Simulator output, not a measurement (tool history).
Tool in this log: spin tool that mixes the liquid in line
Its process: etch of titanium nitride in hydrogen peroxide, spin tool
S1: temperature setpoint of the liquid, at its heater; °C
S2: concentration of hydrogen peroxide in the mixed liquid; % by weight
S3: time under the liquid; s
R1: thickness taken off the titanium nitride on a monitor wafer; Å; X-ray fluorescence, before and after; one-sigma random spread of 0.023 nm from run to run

| run | hour | S1 | S2 | S3 | R1 |
|---|---|---|---|---|---|
| 1 | 0 | 45 | 24 | 280 | 67.265 |
| 2 | 7.8 | 45 | 27.5 | 280 | 69.222 |
| 3 | 15.2 | 45 | 24 | 280 | 68.545 |
| 4 | 19.8 | 41.5 | 21.5 | 280 | 51.769 |
| 5 | 28.2 | 41.5 | 21.5 | 300 | 54.078 |
| 6 | 34.6 | 41.5 | 21.5 | 300 | 53.759 |
| 7 | 38.6 | 39 | 21.5 | 300 | 44.556 |

The next listed run, before its measurement:
| 8 | 44.8 | 37 | 21.5 | 300 | ? |

{"run 8": {"R1": 38.568}}
